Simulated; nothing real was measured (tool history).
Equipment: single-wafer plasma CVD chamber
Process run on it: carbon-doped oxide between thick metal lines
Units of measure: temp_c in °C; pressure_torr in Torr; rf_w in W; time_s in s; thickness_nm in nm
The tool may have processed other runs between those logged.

run	hour	temp_c	pressure_torr	rf_w	time_s	thickness_nm
1	0	370	4.44	605	125	654.94
2	6.5	367	4.92	625	125	680.3
3	8.6	358	4.92	625	125	695.37
4	11.3	358	4.41	625	125	688.36
5	17.8	358	4.12	625	125	679.56
6	24.9	350	4.12	625	125	692.18

Predict the results of run 7:
7	32.2	349	4.42	640	125	?

{"run 7": {"thickness_nm": 714.35}}
